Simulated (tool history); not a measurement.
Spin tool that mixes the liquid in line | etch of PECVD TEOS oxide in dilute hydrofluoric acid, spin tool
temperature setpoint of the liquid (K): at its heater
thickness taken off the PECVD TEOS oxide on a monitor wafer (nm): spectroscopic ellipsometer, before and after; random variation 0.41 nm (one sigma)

run    day  temperature setpoint of the liquid (K)  parts of water to one part of 49 % hydrofluoric acid (parts by volume)  time under the liquid (s)  thickness taken off the PECVD TEOS oxide on a monitor wafer (nm)
  1  0.000                                  297.15                                                                     205                        320                                                            12.811
  2  0.317                                  294.15                                                                     205                        320                                                            11.636
  3  0.383                                  294.15                                                                     205                        345                                                            12.411
  4  0.508                                  297.15                                                                     160                        345                                                            18.937
  5  0.533                                  297.15                                                                     125                        345                                                            25.283
  6  0.604                                  299.15                                                                     110                        345                                                            31.797
  7  0.892                                  301.15                                                                     105                        345                                                            36.057
  8  1.154                                  302.15                                                                     100                        345                                                            39.010
  9  1.350                                  303.15                                                                     100                        345                                                            40.411
 10  1.471                                  303.65                                                                      95                        345                                                            43.159
     1.812  -- hydrofluoric acid flow meter replaced
 11  1.812                                  304.15                                                                      95                        345                                                            50.473
 12  1.875                                  303.65                                                                      95                        345                                                            49.165

The next listed run, before its measurement:
 13  1.962                                  303.15                                                                      95                        345                                                                 ?

{"run 13": {"thickness taken off the PECVD TEOS oxide on a monitor wafer (nm)": 48.515}}

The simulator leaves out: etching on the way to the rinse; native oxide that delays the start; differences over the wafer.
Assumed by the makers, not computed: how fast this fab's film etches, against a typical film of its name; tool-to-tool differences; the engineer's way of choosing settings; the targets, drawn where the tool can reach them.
